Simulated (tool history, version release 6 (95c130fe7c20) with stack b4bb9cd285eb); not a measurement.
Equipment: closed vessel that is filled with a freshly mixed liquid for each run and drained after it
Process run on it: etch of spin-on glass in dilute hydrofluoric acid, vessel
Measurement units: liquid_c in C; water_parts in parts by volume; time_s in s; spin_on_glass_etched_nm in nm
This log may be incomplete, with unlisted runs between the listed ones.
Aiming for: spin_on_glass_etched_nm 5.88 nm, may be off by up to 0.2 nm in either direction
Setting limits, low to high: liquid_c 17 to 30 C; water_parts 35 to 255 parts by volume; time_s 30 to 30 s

run 1 day=0 | liquid_c=22 water_parts=145 time_s=30 | spin_on_glass_etched_nm=7.152
run 2 day=0.292 | liquid_c=22 water_parts=125 time_s=30 | spin_on_glass_etched_nm=8.5417
run 3 day=0.412 | liquid_c=22 water_parts=125 time_s=30 | spin_on_glass_etched_nm=8.5907
run 4 day=0.533 | liquid_c=22 water_parts=150 time_s=30 | spin_on_glass_etched_nm=6.9379
run 5 day=0.6 | liquid_c=25.5 water_parts=150 time_s=30 | spin_on_glass_etched_nm=7.8173
run 6 day=0.638 | liquid_c=25.5 water_parts=150 time_s=30 | spin_on_glass_etched_nm=7.8497
run 7 day=0.879 | liquid_c=24 water_parts=150 time_s=30 | spin_on_glass_etched_nm=7.4937
run 8 day=1.175 | liquid_c=23 water_parts=150 time_s=30 | spin_on_glass_etched_nm=7.1383
run 9 day=1.471 | liquid_c=22 water_parts=150 time_s=30 | spin_on_glass_etched_nm=6.9112

Consider the 4 candidate settings below. Which is the only one whose results all fall within their allowed miss of target?
run A day=1.767 | liquid_c=21 water_parts=165 time_s=30 | spin_on_glass_etched_nm=?
run B day=1.767 | liquid_c=22 water_parts=125 time_s=30 | spin_on_glass_etched_nm=?
run C day=1.767 | liquid_c=22.5 water_parts=140 time_s=30 | spin_on_glass_etched_nm=?
run D day=1.767 | liquid_c=21.5 water_parts=125 time_s=30 | spin_on_glass_etched_nm=?

move=A spin_on_glass_etched_nm=6.0351
move=B spin_on_glass_etched_nm=8.6538
move=C spin_on_glass_etched_nm=7.7485
move=D spin_on_glass_etched_nm=8.4835
A: all results land within tolerance of their targets
B: lands further from the targets than the last run did
C: lands further from the targets than the last run did
D: lands further from the targets than the last run did
Answer: A
